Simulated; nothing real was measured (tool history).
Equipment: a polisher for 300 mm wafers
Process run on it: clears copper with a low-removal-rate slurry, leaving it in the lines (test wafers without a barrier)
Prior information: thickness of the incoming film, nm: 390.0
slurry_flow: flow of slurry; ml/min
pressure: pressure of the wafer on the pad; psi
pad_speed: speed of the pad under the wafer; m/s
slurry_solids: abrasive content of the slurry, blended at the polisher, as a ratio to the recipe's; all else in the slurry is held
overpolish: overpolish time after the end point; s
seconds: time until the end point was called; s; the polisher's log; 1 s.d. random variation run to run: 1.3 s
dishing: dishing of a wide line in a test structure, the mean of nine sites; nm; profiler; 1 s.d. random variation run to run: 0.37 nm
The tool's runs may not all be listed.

{"run": 1, "hour": 0.0, "slurry_flow": 135, "pressure": 3.9, "pad_speed": 1, "slurry_solids": 1, "overpolish": 17, "seconds": 87.408, "dishing": 42.079}
{"run": 2, "hour": 6.2, "slurry_flow": 135, "pressure": 3.8, "pad_speed": 1, "slurry_solids": 1, "overpolish": 16, "seconds": 88.772, "dishing": 38.883}
{"run": 3, "hour": 11.9, "slurry_flow": 135, "pressure": 4.6, "pad_speed": 1, "slurry_solids": 1, "overpolish": 16, "seconds": 78.067, "dishing": 44.641}
{"run": 4, "hour": 18.2, "slurry_flow": 135, "pressure": 4.3, "pad_speed": 1, "slurry_solids": 1, "overpolish": 15, "seconds": 81.472, "dishing": 41.071}
{"run": 5, "hour": 25.2, "slurry_flow": 135, "pressure": 4.1, "pad_speed": 1, "slurry_solids": 1, "overpolish": 14, "seconds": 83.601, "dishing": 36.472}
{"run": 6, "hour": 26.9, "slurry_flow": 135, "pressure": 3.9, "pad_speed": 1, "slurry_solids": 1, "overpolish": 14, "seconds": 89.896, "dishing": 37.08}
{"run": 7, "hour": 33.4, "slurry_flow": 135, "pressure": 3.8, "pad_speed": 1, "slurry_solids": 1, "overpolish": 13, "seconds": 91.187, "dishing": 33.883}
{"run": 8, "hour": 35.4, "slurry_flow": 135, "pressure": 3.7, "pad_speed": 1, "slurry_solids": 1, "overpolish": 12, "seconds": 92.203, "dishing": 31.686}

Predict the results of run 9:
{"run": 9, "hour": 41.6, "slurry_flow": 135, "pressure": 3.6, "pad_speed": 1, "slurry_solids": 1, "overpolish": 12, "seconds": "?", "dishing": "?"}

For run 9 the tool returned seconds 93.7 s, dishing 29.191 nm.
